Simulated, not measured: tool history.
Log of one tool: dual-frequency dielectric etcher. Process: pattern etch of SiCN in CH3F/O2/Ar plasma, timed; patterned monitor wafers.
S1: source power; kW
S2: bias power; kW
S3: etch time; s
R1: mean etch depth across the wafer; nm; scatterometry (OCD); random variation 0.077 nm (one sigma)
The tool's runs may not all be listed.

Run 1, hour 0: S1 0.45 kW, S2 0.058 kW, S3 63 s. Result: R1 21.677 nm.
Run 2, hour 5.9: S1 0.45 kW, S2 0.058 kW, S3 65.5 s. Result: R1 22.659 nm.
Run 3, hour 7.2: S1 0.45 kW, S2 0.058 kW, S3 63 s. Result: R1 21.654 nm.
Run 4, hour 12.8: S1 0.43 kW, S2 0.058 kW, S3 63 s. Result: R1 21.419 nm.
Run 5, hour 18.4: S1 0.41 kW, S2 0.057 kW, S3 63 s. Result: R1 20.833 nm.
Run 6, hour 23.3: S1 0.4 kW, S2 0.057 kW, S3 63 s. Result: R1 20.77 nm.
Run 7, hour 29.5: S1 0.31 kW, S2 0.055 kW, S3 63 s. Result: R1 18.925 nm.

Run 8 comes next. What will it give?
Run 8, hour 33.5: S1 0.32 kW, S2 0.055 kW, S3 63 s. Result: R1 ?.

Run 8 gave R1 19.093 nm.

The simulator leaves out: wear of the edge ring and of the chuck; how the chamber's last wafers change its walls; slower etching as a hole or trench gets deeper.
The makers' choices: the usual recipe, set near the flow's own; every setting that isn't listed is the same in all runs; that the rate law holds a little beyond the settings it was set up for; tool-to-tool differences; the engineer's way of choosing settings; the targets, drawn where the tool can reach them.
